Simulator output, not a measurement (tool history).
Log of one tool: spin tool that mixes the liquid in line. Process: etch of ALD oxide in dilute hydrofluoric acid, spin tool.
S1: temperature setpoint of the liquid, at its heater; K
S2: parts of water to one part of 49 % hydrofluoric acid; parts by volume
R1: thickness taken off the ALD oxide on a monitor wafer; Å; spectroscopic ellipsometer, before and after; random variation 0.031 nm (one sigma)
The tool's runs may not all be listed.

{"run": 1, "hour": 0.0, "S1": 298.15, "S2": 180, "time under the liquid (s)": 60, "R1": 55.191}
{"run": 2, "hour": 3.1, "S1": 298.15, "S2": 180, "time under the liquid (s)": 65, "R1": 60.339}
{"run": 3, "hour": 4.8, "S1": 298.15, "S2": 235, "time under the liquid (s)": 65, "R1": 43.712}
{"run": 4, "hour": 13.5, "S1": 298.15, "S2": 235, "time under the liquid (s)": 60, "R1": 39.897}
{"run": 5, "hour": 21.5, "S1": 298.15, "S2": 185, "time under the liquid (s)": 60, "R1": 53.636}
{"run": 6, "hour": 30.2, "S1": 298.15, "S2": 205, "time under the liquid (s)": 60, "R1": 47.271}
{"run": 7, "hour": 31.0, "S1": 296.65, "S2": 210, "time under the liquid (s)": 60, "R1": 43.695}
{"run": 8, "hour": 38.9, "S1": 295.65, "S2": 215, "time under the liquid (s)": 60, "R1": 40.509}
{"run": 9, "hour": 47.8, "S1": 294.65, "S2": 215, "time under the liquid (s)": 60, "R1": 39.666}
{"run": 10, "hour": 54.4, "S1": 293.65, "S2": 220, "time under the liquid (s)": 60, "R1": 37.214}

Run 11 comes next. What will it give?
{"run": 11, "hour": 55.0, "S1": 293.15, "S2": 220, "time under the liquid (s)": 60, "R1": "?"}

{"run 11": {"R1": 35.941}}
